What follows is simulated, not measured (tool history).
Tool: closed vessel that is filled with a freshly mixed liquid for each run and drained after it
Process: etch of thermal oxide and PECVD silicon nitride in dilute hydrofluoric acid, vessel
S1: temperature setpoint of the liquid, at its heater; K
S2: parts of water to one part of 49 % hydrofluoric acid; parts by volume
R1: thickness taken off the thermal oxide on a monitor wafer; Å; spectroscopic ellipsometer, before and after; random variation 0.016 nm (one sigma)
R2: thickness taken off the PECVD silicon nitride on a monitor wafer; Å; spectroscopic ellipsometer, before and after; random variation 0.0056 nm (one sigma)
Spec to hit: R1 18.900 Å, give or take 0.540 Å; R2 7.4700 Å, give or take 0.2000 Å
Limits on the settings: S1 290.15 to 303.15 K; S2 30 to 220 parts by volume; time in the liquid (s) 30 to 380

{"run": 1, "hour": 0.0, "S1": 295.15, "S2": 125, "time in the liquid (s)": 195, "R1": 70.742, "R2": 28.988}
{"run": 2, "hour": 2.9, "S1": 295.15, "S2": 125, "time in the liquid (s)": 230, "R1": 83.988, "R2": 34.475}
{"run": 3, "hour": 5.2, "S1": 295.15, "S2": 90, "time in the liquid (s)": 230, "R1": 118.32, "R2": 47.691}
{"run": 4, "hour": 13.2, "S1": 294.15, "S2": 120, "time in the liquid (s)": 210, "R1": 77.286, "R2": 30.508}
{"run": 5, "hour": 15.6, "S1": 292.15, "S2": 120, "time in the liquid (s)": 210, "R1": 71.194, "R2": 26.801}
{"run": 6, "hour": 17.7, "S1": 292.15, "S2": 120, "time in the liquid (s)": 145, "R1": 48.33, "R2": 18.331}
{"run": 7, "hour": 20.5, "S1": 290.15, "S2": 170, "time in the liquid (s)": 135, "R1": 28.386, "R2": 10.833}
{"run": 8, "hour": 22.8, "S1": 290.15, "S2": 220, "time in the liquid (s)": 125, "R1": 19.306, "R2": 7.7127}

5 next moves are on the table. One of them brings every result within its allowed miss. Which?
{"run": "A", "hour": 25.1, "S1": 292.15, "S2": 200, "time in the liquid (s)": 95, "R1": "?", "R2": "?"}
{"run": "B", "hour": 25.1, "S1": 290.15, "S2": 200, "time in the liquid (s)": 110, "R1": "?", "R2": "?"}
{"run": "C", "hour": 25.1, "S1": 292.15, "S2": 220, "time in the liquid (s)": 105, "R1": "?", "R2": "?"}
{"run": "D", "hour": 25.1, "S1": 292.65, "S2": 175, "time in the liquid (s)": 85, "R1": "?", "R2": "?"}
{"run": "E", "hour": 25.1, "S1": 291.15, "S2": 210, "time in the liquid (s)": 115, "R1": "?", "R2": "?"}

move=A R1=17.682 R2=7.4558
move=B R1=18.920 R2=7.5528
move=C R1=17.432 R2=7.5157
move=D R1=18.895 R2=7.8485
move=E R1=19.419 R2=8.0573
A: the furthest-off result lands on target, but another misses its tolerance
B: every result within its allowed miss
C: the furthest-off result lands on target, but another misses its tolerance
D: its largest miss is bigger than the last run's
E: its largest miss is bigger than the last run's
Go with B: it meets all targets.

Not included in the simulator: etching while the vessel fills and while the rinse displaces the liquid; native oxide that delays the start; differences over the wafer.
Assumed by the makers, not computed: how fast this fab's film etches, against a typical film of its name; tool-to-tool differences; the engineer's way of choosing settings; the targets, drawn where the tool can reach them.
